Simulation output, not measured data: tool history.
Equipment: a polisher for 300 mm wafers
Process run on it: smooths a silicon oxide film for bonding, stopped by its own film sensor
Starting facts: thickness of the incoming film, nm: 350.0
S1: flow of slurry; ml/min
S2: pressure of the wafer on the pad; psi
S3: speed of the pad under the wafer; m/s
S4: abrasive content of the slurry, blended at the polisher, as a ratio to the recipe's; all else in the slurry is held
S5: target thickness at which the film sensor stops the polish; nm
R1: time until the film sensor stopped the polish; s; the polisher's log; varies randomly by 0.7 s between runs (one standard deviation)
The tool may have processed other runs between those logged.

run  hour   S1   S2    S3   S4   S5       R1
  1   0.0  155  1.8  0.74  1.0  291  115.380
  2   8.0  155  1.4  0.74  1.0  291  144.610
  3  10.9  155  1.4  0.74  1.0  291  141.750
  4  17.5  155  1.6  0.76  1.0  291  126.970
  5  25.4  155  1.8  0.78  1.0  291  111.670
  6  31.4  155  1.9  0.80  1.0  291  104.830
  7  35.4  155  2.0  0.82  1.0  291   96.511
  8  43.1  155  2.1  0.82  1.0  291   89.852
  9  45.8  155  2.2  0.82  1.0  291   88.166
 10  53.5  155  2.3  0.84  1.0  291   82.460
 11  60.0  155  2.4  0.86  1.0  291   78.643

The next listed run, before its measurement:
 12  65.7  155  2.5  0.88  1.0  291   ?

R1: 75.589 s

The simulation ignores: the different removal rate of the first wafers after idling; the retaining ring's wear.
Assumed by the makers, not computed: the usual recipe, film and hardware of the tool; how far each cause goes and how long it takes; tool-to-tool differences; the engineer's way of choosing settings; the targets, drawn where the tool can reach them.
